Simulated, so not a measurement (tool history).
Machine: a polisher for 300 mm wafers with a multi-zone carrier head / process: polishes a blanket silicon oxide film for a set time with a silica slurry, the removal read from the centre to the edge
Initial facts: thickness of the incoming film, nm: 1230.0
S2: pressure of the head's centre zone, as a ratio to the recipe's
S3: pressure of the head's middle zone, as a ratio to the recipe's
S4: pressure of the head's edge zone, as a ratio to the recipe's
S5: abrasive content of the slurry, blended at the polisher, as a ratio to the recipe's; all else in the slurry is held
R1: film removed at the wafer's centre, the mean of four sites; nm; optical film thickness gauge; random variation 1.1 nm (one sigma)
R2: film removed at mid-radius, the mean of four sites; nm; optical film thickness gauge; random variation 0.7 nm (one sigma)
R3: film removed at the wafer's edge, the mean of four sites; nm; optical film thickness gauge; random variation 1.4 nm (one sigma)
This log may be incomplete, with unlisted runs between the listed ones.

run 1 hour=0 | flow_of_slurry_(ml/min)=135 S2=1 S3=1 S4=1 S5=1 polishing_time_(s)=41 | R1=161.78 R2=155.27 R3=163.91
run 2 hour=7.9 | flow_of_slurry_(ml/min)=135 S2=1 S3=1 S4=1 S5=0.9 polishing_time_(s)=41 | R1=155.69 R2=150.94 R3=154.06
run 3 hour=10.2 | flow_of_slurry_(ml/min)=125 S2=1.04 S3=0.94 S4=1.02 S5=0.75 polishing_time_(s)=38 | R1=131.46 R2=118.56 R3=125.42
run 4 hour=15.5 | flow_of_slurry_(ml/min)=115 S2=1.08 S3=0.9 S4=1.04 S5=0.7 polishing_time_(s)=38 | R1=131.35 R2=107.46 R3=122.34
run 5 hour=16.7 | flow_of_slurry_(ml/min)=115 S2=1.08 S3=0.93 S4=1.04 S5=0.7 polishing_time_(s)=38 | R1=127.94 R2=111.72 R3=123.87
run 6 hour=23.1 | flow_of_slurry_(ml/min)=115 S2=1.08 S3=0.93 S4=1.04 S5=0.6 polishing_time_(s)=38 | R1=119.96 R2=102.41 R3=115.59
run 7 hour=30.6 | flow_of_slurry_(ml/min)=115 S2=1.08 S3=0.93 S4=1.04 S5=0.6 polishing_time_(s)=38 | R1=120.36 R2=101.52 R3=114.61
run 8 hour=36.7 | flow_of_slurry_(ml/min)=105 S2=1.09 S3=0.9 S4=1.01 S5=0.55 polishing_time_(s)=38 | R1=111.6 R2=92.212 R3=105.28
run 9 hour=42.1 | flow_of_slurry_(ml/min)=100 S2=1.11 S3=0.88 S4=1 S5=0.55 polishing_time_(s)=38 | R1=112.56 R2=89.074 R3=106.88

What will run 10 give?
run 10 hour=47.5 | flow_of_slurry_(ml/min)=105 S2=1.13 S3=0.88 S4=0.95 S5=0.55 polishing_time_(s)=38 | R1=? R2=? R3=?

{"run 10": {"R1": 116.11, "R2": 91.516, "R3": 104.19}}

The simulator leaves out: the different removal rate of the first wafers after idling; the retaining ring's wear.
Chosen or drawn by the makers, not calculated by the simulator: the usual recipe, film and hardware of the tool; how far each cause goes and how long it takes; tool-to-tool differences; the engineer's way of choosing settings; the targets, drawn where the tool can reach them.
